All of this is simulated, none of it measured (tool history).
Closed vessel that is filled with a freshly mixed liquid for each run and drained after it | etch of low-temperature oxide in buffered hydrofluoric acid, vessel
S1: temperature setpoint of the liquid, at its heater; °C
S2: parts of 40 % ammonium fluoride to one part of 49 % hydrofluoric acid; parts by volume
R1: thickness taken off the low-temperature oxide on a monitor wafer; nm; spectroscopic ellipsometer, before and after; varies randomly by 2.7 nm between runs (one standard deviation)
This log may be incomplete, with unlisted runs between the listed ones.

Run 1, hour 0.0: S1 20.0 °C, S2 7.5 parts by volume, time in the liquid (s) 95. Result: R1 326.24 nm.
Run 2, hour 5.9: S1 22.5 °C, S2 7.5 parts by volume, time in the liquid (s) 95. Result: R1 370.43 nm.
Run 3, hour 13.2: S1 19.5 °C, S2 7.5 parts by volume, time in the liquid (s) 95. Result: R1 319.49 nm.
Run 4, hour 15.3: S1 19.5 °C, S2 8.5 parts by volume, time in the liquid (s) 95. Result: R1 276.81 nm.
Run 5, hour 16.0: S1 19.5 °C, S2 6.5 parts by volume, time in the liquid (s) 95. Result: R1 361.64 nm.
Run 6, hour 22.7: S1 19.5 °C, S2 6.5 parts by volume, time in the liquid (s) 95. Result: R1 358.11 nm.

What will run 7 give?
Run 7, hour 24.7: S1 21.5 °C, S2 6.5 parts by volume, time in the liquid (s) 95. Result: R1 ?.

Run 7 measured R1 406.77 nm.

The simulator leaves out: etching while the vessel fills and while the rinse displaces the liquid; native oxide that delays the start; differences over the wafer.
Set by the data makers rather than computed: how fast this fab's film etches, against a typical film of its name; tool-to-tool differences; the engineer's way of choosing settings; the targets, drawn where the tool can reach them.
